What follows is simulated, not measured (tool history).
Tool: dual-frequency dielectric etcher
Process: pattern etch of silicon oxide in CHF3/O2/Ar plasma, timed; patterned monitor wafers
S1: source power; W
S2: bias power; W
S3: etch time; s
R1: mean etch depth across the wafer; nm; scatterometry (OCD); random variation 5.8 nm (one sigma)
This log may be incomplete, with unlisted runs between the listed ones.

{"run": 1, "hour": 0.0, "S1": 570, "S2": 146, "S3": 558, "R1": 1007.9}
{"run": 2, "hour": 0.8, "S1": 520, "S2": 146, "S3": 558, "R1": 962.49}
{"run": 3, "hour": 1.4, "S1": 570, "S2": 148, "S3": 558, "R1": 1006.1}
{"run": 4, "hour": 7.3, "S1": 610, "S2": 150, "S3": 558, "R1": 1050.5}
{"run": 5, "hour": 8.3, "S1": 530, "S2": 150, "S3": 558, "R1": 970.63}
{"run": 6, "hour": 16.0, "S1": 570, "S2": 152, "S3": 558.5, "R1": 1027}
{"run": 7, "hour": 22.9, "S1": 600, "S2": 153, "S3": 558.5, "R1": 1054.8}
{"run": 8, "hour": 28.6, "S1": 620, "S2": 154, "S3": 558.5, "R1": 1072.7}

Run 9 is up next; what results do you expect?
{"run": 9, "hour": 30.1, "S1": 700, "S2": 158, "S3": 559, "R1": "?"}

For run 9 the tool returned R1 1147.1 nm.
